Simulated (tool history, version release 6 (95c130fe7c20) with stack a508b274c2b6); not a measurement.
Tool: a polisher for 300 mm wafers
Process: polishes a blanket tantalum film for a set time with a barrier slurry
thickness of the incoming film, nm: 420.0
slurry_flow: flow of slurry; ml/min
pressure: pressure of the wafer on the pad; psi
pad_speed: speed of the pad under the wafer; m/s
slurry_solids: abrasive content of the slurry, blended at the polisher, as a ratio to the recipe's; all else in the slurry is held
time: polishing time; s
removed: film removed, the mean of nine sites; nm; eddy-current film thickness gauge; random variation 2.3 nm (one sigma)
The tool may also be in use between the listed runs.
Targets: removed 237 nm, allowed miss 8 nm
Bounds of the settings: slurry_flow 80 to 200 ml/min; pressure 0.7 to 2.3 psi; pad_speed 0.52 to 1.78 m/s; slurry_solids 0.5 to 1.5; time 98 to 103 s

Run 1, day 0: slurry_flow 130 ml/min, pressure 1.5 psi, pad_speed 1.14 m/s, slurry_solids 1, time 98 s. Result: removed 131.18 nm.
Run 2, day 0.262: slurry_flow 130 ml/min, pressure 1.5 psi, pad_speed 1.14 m/s, slurry_solids 1, time 98 s. Result: removed 130.97 nm.
Run 3, day 0.408: slurry_flow 130 ml/min, pressure 1.5 psi, pad_speed 1.14 m/s, slurry_solids 1, time 98 s. Result: removed 129.14 nm.
Run 4, day 0.579: slurry_flow 135 ml/min, pressure 1.7 psi, pad_speed 1.14 m/s, slurry_solids 1, time 98 s. Result: removed 148.35 nm.
Run 5, day 0.738: slurry_flow 135 ml/min, pressure 1.7 psi, pad_speed 1.14 m/s, slurry_solids 1.2, time 98 s. Result: removed 157.08 nm.
Run 6, day 1.1: slurry_flow 140 ml/min, pressure 1.8 psi, pad_speed 1.14 m/s, slurry_solids 1.2, time 98 s. Result: removed 162.55 nm.
Run 7, day 1.354: slurry_flow 140 ml/min, pressure 1.8 psi, pad_speed 1.14 m/s, slurry_solids 1.2, time 98 s. Result: removed 166.08 nm.
Run 8, day 1.429: slurry_flow 140 ml/min, pressure 1.9 psi, pad_speed 1.16 m/s, slurry_solids 1.2, time 98 s. Result: removed 173.51 nm.
Run 9, day 1.558: slurry_flow 145 ml/min, pressure 2 psi, pad_speed 1.18 m/s, slurry_solids 1.2, time 98 s. Result: removed 192.11 nm.
Run 10, day 1.75: slurry_flow 150 ml/min, pressure 2.1 psi, pad_speed 1.18 m/s, slurry_solids 1.2, time 98 s. Result: removed 201.33 nm.
Run 11, day 1.9: slurry_flow 150 ml/min, pressure 2.1 psi, pad_speed 1.2 m/s, slurry_solids 1.2, time 98 s. Result: removed 203.65 nm.
Run 12, day 2.154: slurry_flow 150 ml/min, pressure 2.1 psi, pad_speed 1.22 m/s, slurry_solids 1.2, time 98 s. Result: removed 207.73 nm.
Run 13, day 2.462: slurry_flow 150 ml/min, pressure 2.2 psi, pad_speed 1.24 m/s, slurry_solids 1.2, time 98 s. Result: removed 223.22 nm.
At day 2.588: head pressure recalibrated.
Run 14, day 2.588: slurry_flow 165 ml/min, pressure 2.3 psi, pad_speed 1.24 m/s, slurry_solids 1.2, time 98 s. Result: removed 249.21 nm.
Run 15, day 2.758: slurry_flow 160 ml/min, pressure 2.3 psi, pad_speed 1.24 m/s, slurry_solids 1.2, time 98 s. Result: removed 251.75 nm.

Which of these 4 next moves meets every target?
Run A, day 2.929: slurry_flow 175 ml/min, pressure 2.2 psi, pad_speed 1.34 m/s, slurry_solids 1.25, time 98 s. Result: removed ?.
Run B, day 2.929: slurry_flow 150 ml/min, pressure 2.3 psi, pad_speed 1.22 m/s, slurry_solids 1.2, time 103 s. Result: removed ?.
Run C, day 2.929: slurry_flow 170 ml/min, pressure 2.1 psi, pad_speed 1.22 m/s, slurry_solids 1.15, time 103 s. Result: removed ?.
Run D, day 2.929: slurry_flow 145 ml/min, pressure 2.1 psi, pad_speed 1.42 m/s, slurry_solids 1.15, time 100 s. Result: removed ?.

move  removed
   A   265.81
   B   257.72
   C   238.55
   D   261.52
A: further off than the last run
B: further off than the last run
C: meets every target
D: further off than the last run
The right move is C.

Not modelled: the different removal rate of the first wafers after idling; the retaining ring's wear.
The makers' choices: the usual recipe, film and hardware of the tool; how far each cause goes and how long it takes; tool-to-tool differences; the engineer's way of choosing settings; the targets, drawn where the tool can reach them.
